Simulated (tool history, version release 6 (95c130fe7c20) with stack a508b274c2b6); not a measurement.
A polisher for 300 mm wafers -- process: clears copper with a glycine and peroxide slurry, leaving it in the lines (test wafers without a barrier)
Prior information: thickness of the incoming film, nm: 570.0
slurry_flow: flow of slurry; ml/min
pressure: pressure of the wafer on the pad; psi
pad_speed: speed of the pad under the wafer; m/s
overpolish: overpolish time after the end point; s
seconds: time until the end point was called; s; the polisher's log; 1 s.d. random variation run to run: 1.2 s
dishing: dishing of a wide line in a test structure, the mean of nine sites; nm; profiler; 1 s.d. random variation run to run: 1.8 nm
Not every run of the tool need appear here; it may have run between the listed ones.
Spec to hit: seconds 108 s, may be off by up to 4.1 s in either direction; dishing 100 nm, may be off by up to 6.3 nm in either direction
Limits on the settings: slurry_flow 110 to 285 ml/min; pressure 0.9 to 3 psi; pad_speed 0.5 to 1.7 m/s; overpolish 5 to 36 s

{"run": 1, "day": 0.0, "slurry_flow": 180, "pressure": 1.9, "pad_speed": 1.1, "overpolish": 18, "seconds": 115.33, "dishing": 64.439}
{"run": 2, "day": 0.067, "slurry_flow": 180, "pressure": 1.9, "pad_speed": 1.1, "overpolish": 21, "seconds": 118.89, "dishing": 69.665}
{"run": 3, "day": 0.162, "slurry_flow": 185, "pressure": 2, "pad_speed": 1.1, "overpolish": 23, "seconds": 110.72, "dishing": 81.203}
{"run": 4, "day": 0.221, "slurry_flow": 190, "pressure": 2, "pad_speed": 1.1, "overpolish": 24, "seconds": 112.82, "dishing": 82.265}
{"run": 5, "day": 0.342, "slurry_flow": 190, "pressure": 2, "pad_speed": 1.1, "overpolish": 17, "seconds": 109.33, "dishing": 63.181}
{"run": 6, "day": 0.683, "slurry_flow": 225, "pressure": 2, "pad_speed": 1.1, "overpolish": 17, "seconds": 110.18, "dishing": 65.918}
{"run": 7, "day": 0.942, "slurry_flow": 225, "pressure": 2, "pad_speed": 1.1, "overpolish": 20, "seconds": 108.6, "dishing": 71.206}
{"run": 8, "day": 1.088, "slurry_flow": 225, "pressure": 2, "pad_speed": 1.1, "overpolish": 22, "seconds": 107.73, "dishing": 77.03}
{"run": 9, "day": 1.196, "slurry_flow": 220, "pressure": 2, "pad_speed": 1.1, "overpolish": 24, "seconds": 110.73, "dishing": 80.41}
{"run": 10, "day": 1.325, "slurry_flow": 220, "pressure": 2, "pad_speed": 1.1, "overpolish": 24, "seconds": 108.56, "dishing": 84.929}
{"run": 11, "day": 1.596, "slurry_flow": 220, "pressure": 2, "pad_speed": 1.1, "overpolish": 25, "seconds": 109.46, "dishing": 85.732}
{"run": 12, "day": 1.667, "slurry_flow": 220, "pressure": 2, "pad_speed": 1.1, "overpolish": 26, "seconds": 109.91, "dishing": 87.93}
{"run": 13, "day": 1.892, "slurry_flow": 220, "pressure": 2, "pad_speed": 1.1, "overpolish": 27, "seconds": 109.37, "dishing": 90.062}

4 next moves are on the table. One of them brings every result within its allowed miss. Which?
{"run": "A", "day": 2.117, "slurry_flow": 210, "pressure": 2.1, "pad_speed": 1.08, "overpolish": 25, "seconds": "?", "dishing": "?"}
{"run": "B", "day": 2.117, "slurry_flow": 165, "pressure": 2.5, "pad_speed": 0.96, "overpolish": 29, "seconds": "?", "dishing": "?"}
{"run": "C", "day": 2.117, "slurry_flow": 235, "pressure": 2.1, "pad_speed": 1.06, "overpolish": 22, "seconds": "?", "dishing": "?"}
{"run": "D", "day": 2.117, "slurry_flow": 230, "pressure": 1.5, "pad_speed": 1.38, "overpolish": 28, "seconds": "?", "dishing": "?"}

move=A seconds=108.61 dishing=86.54
move=B seconds=107.9 dishing=98.041
move=C seconds=108.75 dishing=78.918
move=D seconds=112.17 dishing=87.989
A: its largest miss is bigger than the last run's
B: all results land within tolerance of their targets
C: its largest miss is bigger than the last run's
D: its largest miss is bigger than the last run's
The move that meets every target is B.
